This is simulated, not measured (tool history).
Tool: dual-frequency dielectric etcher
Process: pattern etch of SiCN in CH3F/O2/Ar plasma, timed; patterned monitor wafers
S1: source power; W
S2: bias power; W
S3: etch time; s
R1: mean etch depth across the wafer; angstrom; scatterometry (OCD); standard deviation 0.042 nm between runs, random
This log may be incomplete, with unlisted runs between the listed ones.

run	hour	S1	S2	S3	R1
1	0.0	310	77	49	161.88
2	1.8	310	71	49	158.17
3	4.9	330	73	49	161.99
4	11.0	350	76	49	167.70
5	12.6	350	76	49	168.24
6	15.0	360	77	49	170.22
7	21.6	370	78	49	173.03

The next listed run, before its measurement:
# hour 30.5: bias power generator calibrated
8	30.5	380	79	49	?

Run 8 gave R1 172.99 angstrom.

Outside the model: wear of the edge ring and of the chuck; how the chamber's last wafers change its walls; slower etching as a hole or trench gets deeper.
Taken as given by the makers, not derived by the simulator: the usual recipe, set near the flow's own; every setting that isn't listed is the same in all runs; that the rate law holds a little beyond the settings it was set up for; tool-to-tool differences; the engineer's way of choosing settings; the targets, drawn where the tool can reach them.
